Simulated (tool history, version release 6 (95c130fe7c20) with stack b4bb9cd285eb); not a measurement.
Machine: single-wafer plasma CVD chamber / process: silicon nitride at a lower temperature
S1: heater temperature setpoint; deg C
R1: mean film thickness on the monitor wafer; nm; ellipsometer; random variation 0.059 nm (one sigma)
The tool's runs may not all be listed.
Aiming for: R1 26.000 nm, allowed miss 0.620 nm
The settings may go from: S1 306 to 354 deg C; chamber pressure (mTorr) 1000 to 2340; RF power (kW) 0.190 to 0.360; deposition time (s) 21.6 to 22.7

{"run": 1, "hour": 0.0, "S1": 330, "chamber pressure (mTorr)": 1670, "RF power (kW)": 0.275, "deposition time (s)": 22.7, "R1": 28.851}
{"run": 2, "hour": 7.5, "S1": 330, "chamber pressure (mTorr)": 1670, "RF power (kW)": 0.275, "deposition time (s)": 21.6, "R1": 27.498}
{"run": 3, "hour": 16.0, "S1": 330, "chamber pressure (mTorr)": 1630, "RF power (kW)": 0.275, "deposition time (s)": 21.6, "R1": 27.225}
{"run": 4, "hour": 24.8, "S1": 330, "chamber pressure (mTorr)": 1630, "RF power (kW)": 0.275, "deposition time (s)": 22.7, "R1": 28.549}
{"run": 5, "hour": 27.5, "S1": 330, "chamber pressure (mTorr)": 1630, "RF power (kW)": 0.275, "deposition time (s)": 21.6, "R1": 27.08}
{"run": 6, "hour": 31.0, "S1": 330, "chamber pressure (mTorr)": 1630, "RF power (kW)": 0.305, "deposition time (s)": 21.6, "R1": 28.625}
{"run": 7, "hour": 38.3, "S1": 330, "chamber pressure (mTorr)": 1550, "RF power (kW)": 0.3, "deposition time (s)": 21.6, "R1": 27.851}
{"run": 8, "hour": 43.2, "S1": 330, "chamber pressure (mTorr)": 1500, "RF power (kW)": 0.3, "deposition time (s)": 21.6, "R1": 27.477}
{"run": 9, "hour": 48.7, "S1": 330, "chamber pressure (mTorr)": 1460, "RF power (kW)": 0.3, "deposition time (s)": 21.6, "R1": 26.982}

Exactly one of the 5 candidate moves below puts every result within its allowed miss. Which one?
{"run": "A", "hour": 54.2, "S1": 330, "chamber pressure (mTorr)": 1210, "RF power (kW)": 0.34, "deposition time (s)": 21.6, "R1": "?"}
{"run": "B", "hour": 54.2, "S1": 318, "chamber pressure (mTorr)": 1460, "RF power (kW)": 0.29, "deposition time (s)": 22.5, "R1": "?"}
{"run": "C", "hour": 54.2, "S1": 333, "chamber pressure (mTorr)": 1410, "RF power (kW)": 0.32, "deposition time (s)": 22.2, "R1": "?"}
{"run": "D", "hour": 54.2, "S1": 321, "chamber pressure (mTorr)": 1430, "RF power (kW)": 0.295, "deposition time (s)": 22.0, "R1": "?"}
{"run": "E", "hour": 54.2, "S1": 345, "chamber pressure (mTorr)": 1400, "RF power (kW)": 0.325, "deposition time (s)": 21.6, "R1": "?"}

move=A R1=26.288
move=B R1=27.902
move=C R1=28.337
move=D R1=27.228
move=E R1=27.563
A: in spec on every target
B: its largest miss is bigger than the last run's
C: its largest miss is bigger than the last run's
D: its largest miss is bigger than the last run's
E: its largest miss is bigger than the last run's
A is the move that brings every result within its allowed miss.

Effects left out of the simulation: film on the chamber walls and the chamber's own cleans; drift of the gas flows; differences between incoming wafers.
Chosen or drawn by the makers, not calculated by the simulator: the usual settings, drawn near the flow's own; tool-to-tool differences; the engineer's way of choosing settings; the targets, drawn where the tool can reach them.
